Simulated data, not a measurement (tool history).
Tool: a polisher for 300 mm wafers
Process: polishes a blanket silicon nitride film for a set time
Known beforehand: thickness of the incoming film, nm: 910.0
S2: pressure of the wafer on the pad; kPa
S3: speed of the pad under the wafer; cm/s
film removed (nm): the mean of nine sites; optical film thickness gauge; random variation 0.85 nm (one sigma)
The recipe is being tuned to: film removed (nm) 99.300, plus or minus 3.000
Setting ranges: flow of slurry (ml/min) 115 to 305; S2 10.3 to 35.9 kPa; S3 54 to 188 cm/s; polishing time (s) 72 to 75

Run 1, hour 0.0: flow of slurry (ml/min) 195, S2 22.8 kPa, S3 120 cm/s, polishing time (s) 72. Result: film removed (nm) 128.410.
Run 2, hour 3.3: flow of slurry (ml/min) 195, S2 22.8 kPa, S3 120 cm/s, polishing time (s) 75. Result: film removed (nm) 133.710.
Run 3, hour 10.1: flow of slurry (ml/min) 190, S2 21.4 kPa, S3 120 cm/s, polishing time (s) 75. Result: film removed (nm) 124.820.
Run 4, hour 15.0: flow of slurry (ml/min) 190, S2 21.4 kPa, S3 102 cm/s, polishing time (s) 75. Result: film removed (nm) 110.070.
Run 5, hour 21.9: flow of slurry (ml/min) 185, S2 20.7 kPa, S3 102 cm/s, polishing time (s) 75. Result: film removed (nm) 106.670.
Run 6, hour 25.4: flow of slurry (ml/min) 185, S2 22.8 kPa, S3 102 cm/s, polishing time (s) 75. Result: film removed (nm) 116.550.
Run 7, hour 33.0: flow of slurry (ml/min) 180, S2 22.1 kPa, S3 102 cm/s, polishing time (s) 75. Result: film removed (nm) 113.700.
Run 8, hour 41.8: flow of slurry (ml/min) 180, S2 21.4 kPa, S3 102 cm/s, polishing time (s) 75. Result: film removed (nm) 109.080.
Run 9, hour 42.9: flow of slurry (ml/min) 180, S2 21.4 kPa, S3 102 cm/s, polishing time (s) 75. Result: film removed (nm) 110.860.
Run 10, hour 50.9: flow of slurry (ml/min) 165, S2 18.6 kPa, S3 102 cm/s, polishing time (s) 75. Result: film removed (nm) 94.154.
At hour 53.9: slurry nozzle cleaned.
Run 11, hour 53.9: flow of slurry (ml/min) 170, S2 18.6 kPa, S3 102 cm/s, polishing time (s) 75. Result: film removed (nm) 103.620.

Which of these 5 next moves meets every target?
Run A, hour 56.9: flow of slurry (ml/min) 185, S2 17.9 kPa, S3 106 cm/s, polishing time (s) 75. Result: film removed (nm) ?.
Run B, hour 56.9: flow of slurry (ml/min) 195, S2 20.0 kPa, S3 96 cm/s, polishing time (s) 72. Result: film removed (nm) ?.
Run C, hour 56.9: flow of slurry (ml/min) 160, S2 20.0 kPa, S3 100 cm/s, polishing time (s) 73. Result: film removed (nm) ?.
Run D, hour 56.9: flow of slurry (ml/min) 210, S2 22.1 kPa, S3 78 cm/s, polishing time (s) 72. Result: film removed (nm) ?.
Run E, hour 56.9: flow of slurry (ml/min) 185, S2 21.4 kPa, S3 88 cm/s, polishing time (s) 75. Result: film removed (nm) ?.

move  film removed (nm)
   A            105.200
   B            104.520
   C            105.890
   D             98.468
   E            107.470
A: moves away from the targets compared with the last run
B: moves away from the targets compared with the last run
C: moves away from the targets compared with the last run
D: every result within its allowed miss
E: moves away from the targets compared with the last run
So the answer is move D, the one that meets all the targets.
